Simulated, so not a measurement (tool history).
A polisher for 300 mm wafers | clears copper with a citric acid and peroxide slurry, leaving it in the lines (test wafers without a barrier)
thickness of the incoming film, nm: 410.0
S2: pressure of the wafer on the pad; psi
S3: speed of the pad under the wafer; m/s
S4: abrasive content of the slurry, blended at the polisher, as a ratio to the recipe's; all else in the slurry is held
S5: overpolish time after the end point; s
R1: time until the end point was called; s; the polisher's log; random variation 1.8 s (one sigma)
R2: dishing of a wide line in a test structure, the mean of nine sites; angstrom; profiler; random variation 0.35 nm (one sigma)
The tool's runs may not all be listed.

{"run": 1, "hour": 0.0, "flow of slurry (ml/min)": 145, "S2": 2.4, "S3": 1.4, "S4": 1.0, "S5": 26, "R1": 186.16, "R2": 334.18}
{"run": 2, "hour": 5.3, "flow of slurry (ml/min)": 145, "S2": 2.4, "S3": 1.5, "S4": 1.0, "S5": 24, "R1": 174.36, "R2": 335.92}
{"run": 3, "hour": 7.5, "flow of slurry (ml/min)": 145, "S2": 2.0, "S3": 1.5, "S4": 1.0, "S5": 24, "R1": 202.09, "R2": 290.28}
{"run": 4, "hour": 8.4, "flow of slurry (ml/min)": 155, "S2": 1.9, "S3": 1.6, "S4": 1.05, "S5": 22, "R1": 200.8, "R2": 275.51}
{"run": 5, "hour": 13.4, "flow of slurry (ml/min)": 155, "S2": 1.9, "S3": 1.6, "S4": 1.05, "S5": 31, "R1": 202.91, "R2": 354.01}
{"run": 6, "hour": 20.8, "flow of slurry (ml/min)": 155, "S2": 1.9, "S3": 1.6, "S4": 0.85, "S5": 31, "R1": 213.23, "R2": 348.01}
{"run": 7, "hour": 28.0, "flow of slurry (ml/min)": 145, "S2": 1.9, "S3": 1.68, "S4": 0.95, "S5": 28, "R1": 205.73, "R2": 339.88}
{"run": 8, "hour": 33.6, "flow of slurry (ml/min)": 145, "S2": 1.9, "S3": 1.68, "S4": 0.95, "S5": 28, "R1": 196.29, "R2": 325.27}
{"run": 9, "hour": 37.5, "flow of slurry (ml/min)": 135, "S2": 2.0, "S3": 1.74, "S4": 1.05, "S5": 25, "R1": 185.3, "R2": 333.39}
{"run": 10, "hour": 42.9, "flow of slurry (ml/min)": 175, "S2": 2.4, "S3": 2.12, "S4": 0.8, "S5": 12, "R1": 125.46, "R2": 248.53}
{"run": 11, "hour": 50.5, "flow of slurry (ml/min)": 180, "S2": 2.5, "S3": 2.12, "S4": 0.75, "S5": 11, "R1": 125.85, "R2": 242.63}
{"run": 12, "hour": 55.6, "flow of slurry (ml/min)": 185, "S2": 2.6, "S3": 2.12, "S4": 0.7, "S5": 11, "R1": 123.68, "R2": 246.24}

The next listed run, before its measurement:
{"run": 13, "hour": 61.1, "flow of slurry (ml/min)": 190, "S2": 2.6, "S3": 2.12, "S4": 0.7, "S5": 11, "R1": "?", "R2": "?"}

Run 13 gave R1 122.69 s, R2 243.73 angstrom.

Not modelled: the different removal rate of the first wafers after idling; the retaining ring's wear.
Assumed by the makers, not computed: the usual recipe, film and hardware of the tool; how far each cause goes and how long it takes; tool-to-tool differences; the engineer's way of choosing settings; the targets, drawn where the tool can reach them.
